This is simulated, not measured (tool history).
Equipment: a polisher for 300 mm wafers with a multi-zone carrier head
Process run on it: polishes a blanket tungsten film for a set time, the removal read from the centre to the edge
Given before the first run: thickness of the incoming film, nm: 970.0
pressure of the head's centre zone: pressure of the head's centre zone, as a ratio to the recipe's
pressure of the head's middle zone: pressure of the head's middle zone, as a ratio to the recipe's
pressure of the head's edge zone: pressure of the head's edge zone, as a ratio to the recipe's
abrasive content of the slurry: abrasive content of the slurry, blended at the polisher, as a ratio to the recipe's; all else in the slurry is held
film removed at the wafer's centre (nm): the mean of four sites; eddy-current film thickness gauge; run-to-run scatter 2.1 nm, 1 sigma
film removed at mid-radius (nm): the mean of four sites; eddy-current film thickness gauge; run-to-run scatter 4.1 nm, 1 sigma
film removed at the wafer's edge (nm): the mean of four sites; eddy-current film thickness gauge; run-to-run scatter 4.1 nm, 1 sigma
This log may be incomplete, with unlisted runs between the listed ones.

| run | hour | flow of slurry (ml/min) | pressure of the head's centre zone | pressure of the head's middle zone | pressure of the head's edge zone | abrasive content of the slurry | polishing time (s) | film removed at the wafer's centre (nm) | film removed at mid-radius (nm) | film removed at the wafer's edge (nm) |
|---|---|---|---|---|---|---|---|---|---|---|
| 1 | 0.0 | 125 | 1.00 | 1.00 | 1.00 | 1.0 | 63 | 262.35 | 254.23 | 258.72 |
| 2 | 8.0 | 125 | 1.00 | 1.00 | 1.00 | 1.0 | 74 | 305.51 | 301.08 | 302.58 |
| 3 | 8.6 | 125 | 1.00 | 1.00 | 1.04 | 1.0 | 74 | 308.46 | 307.42 | 317.91 |
| 4 | 9.8 | 125 | 0.96 | 1.00 | 1.04 | 1.0 | 74 | 295.82 | 298.73 | 310.81 |
| 5 | 18.6 | 100 | 0.96 | 1.00 | 1.04 | 1.0 | 74 | 285.18 | 303.54 | 305.08 |
| 6 | 22.2 | 100 | 0.96 | 0.94 | 1.04 | 1.0 | 74 | 284.66 | 282.04 | 312.45 |

For run 7, what comes out?
| 7 | 28.9 | 105 | 0.97 | 0.95 | 1.01 | 1.0 | 74 | ? | ? | ? |

{"run 7": {"film removed at the wafer's centre (nm)": 288.84, "film removed at mid-radius (nm)": 277.39, "film removed at the wafer's edge (nm)": 301.75}}

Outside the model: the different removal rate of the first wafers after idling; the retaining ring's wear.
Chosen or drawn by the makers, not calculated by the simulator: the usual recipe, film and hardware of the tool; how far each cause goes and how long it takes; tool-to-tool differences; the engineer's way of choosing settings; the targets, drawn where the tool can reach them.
